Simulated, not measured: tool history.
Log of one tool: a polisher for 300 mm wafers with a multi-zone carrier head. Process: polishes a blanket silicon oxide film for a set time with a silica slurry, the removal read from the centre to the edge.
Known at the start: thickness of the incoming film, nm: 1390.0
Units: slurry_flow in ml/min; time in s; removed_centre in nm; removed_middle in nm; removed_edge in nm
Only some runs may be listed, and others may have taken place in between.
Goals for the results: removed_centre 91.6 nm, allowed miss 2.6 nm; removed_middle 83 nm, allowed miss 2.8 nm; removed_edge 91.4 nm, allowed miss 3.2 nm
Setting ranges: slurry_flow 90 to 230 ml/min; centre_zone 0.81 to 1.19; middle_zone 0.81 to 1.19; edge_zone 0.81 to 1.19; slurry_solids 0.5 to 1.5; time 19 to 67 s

Run 1, hour 0: slurry_flow 150 ml/min, centre_zone 1, middle_zone 1, edge_zone 1, slurry_solids 1, time 43 s. Result: removed_centre 138.3 nm, removed_middle 135.04 nm, removed_edge 135.18 nm.
Run 2, hour 6: slurry_flow 140 ml/min, centre_zone 0.99, middle_zone 0.96, edge_zone 0.97, slurry_solids 0.85, time 42 s. Result: removed_centre 117.4 nm, removed_middle 116.52 nm, removed_edge 117.21 nm.
Run 3, hour 10.7: slurry_flow 140 ml/min, centre_zone 0.99, middle_zone 0.96, edge_zone 0.97, slurry_solids 0.85, time 33 s. Result: removed_centre 93.765 nm, removed_middle 89.801 nm, removed_edge 92.91 nm.
Run 4, hour 11.9: slurry_flow 135 ml/min, centre_zone 0.99, middle_zone 0.95, edge_zone 0.97, slurry_solids 0.85, time 33 s. Result: removed_centre 92.274 nm, removed_middle 87.992 nm, removed_edge 92.571 nm.
Run 5, hour 16.7: slurry_flow 135 ml/min, centre_zone 0.99, middle_zone 0.95, edge_zone 0.97, slurry_solids 0.85, time 39 s. Result: removed_centre 109.71 nm, removed_middle 104.2 nm, removed_edge 107.91 nm.
Run 6, hour 20.4: slurry_flow 120 ml/min, centre_zone 0.99, middle_zone 0.95, edge_zone 0.97, slurry_solids 0.85, time 39 s. Result: removed_centre 105.64 nm, removed_middle 99.435 nm, removed_edge 106.85 nm.
Run 7, hour 25.5: slurry_flow 115 ml/min, centre_zone 0.98, middle_zone 0.92, edge_zone 0.94, slurry_solids 0.8, time 39 s. Result: removed_centre 98.864 nm, removed_middle 93.685 nm, removed_edge 100.56 nm.
Run 8, hour 30.9: slurry_flow 110 ml/min, centre_zone 0.98, middle_zone 0.9, edge_zone 0.92, slurry_solids 0.8, time 39 s. Result: removed_centre 95.913 nm, removed_middle 92.302 nm, removed_edge 98.739 nm.
Run 9, hour 32.3: slurry_flow 105 ml/min, centre_zone 0.99, middle_zone 0.88, edge_zone 0.91, slurry_solids 0.8, time 39 s. Result: removed_centre 97.133 nm, removed_middle 88.775 nm, removed_edge 94.646 nm.
Run 10, hour 37.3: slurry_flow 100 ml/min, centre_zone 0.99, middle_zone 0.87, edge_zone 0.91, slurry_solids 0.8, time 39 s. Result: removed_centre 95.74 nm, removed_middle 88.449 nm, removed_edge 96.686 nm.
Run 11, hour 42.3: slurry_flow 100 ml/min, centre_zone 0.99, middle_zone 0.86, edge_zone 0.9, slurry_solids 0.8, time 39 s. Result: removed_centre 95.18 nm, removed_middle 86.633 nm, removed_edge 94.593 nm.

Consider the 4 candidate settings below. Which is the only one whose results all fall within their allowed miss of target?
Run A, hour 47.3: slurry_flow 90 ml/min, centre_zone 0.96, middle_zone 0.81, edge_zone 1.06, slurry_solids 0.9, time 35 s. Result: removed_centre ?, removed_middle ?, removed_edge ?.
Run B, hour 47.3: slurry_flow 105 ml/min, centre_zone 0.94, middle_zone 0.87, edge_zone 0.92, slurry_solids 0.7, time 40 s. Result: removed_centre ?, removed_middle ?, removed_edge ?.
Run C, hour 47.3: slurry_flow 90 ml/min, centre_zone 1.01, middle_zone 0.87, edge_zone 0.88, slurry_solids 0.85, time 37 s. Result: removed_centre ?, removed_middle ?, removed_edge ?.
Run D, hour 47.3: slurry_flow 90 ml/min, centre_zone 0.88, middle_zone 0.93, edge_zone 0.93, slurry_solids 0.95, time 36 s. Result: removed_centre ?, removed_middle ?, removed_edge ?.

move  removed_centre  removed_middle  removed_edge
   A          87.631          78.082          96.3
   B          87.231          82.255        88.968
   C           93.22          83.372         89.79
   D           86.74          90.939        95.983
A: takes the result that was furthest off past its target
B: takes the result that was furthest off past its target
C: all results land within tolerance of their targets
D: takes the result that was furthest off past its target
Answer: C
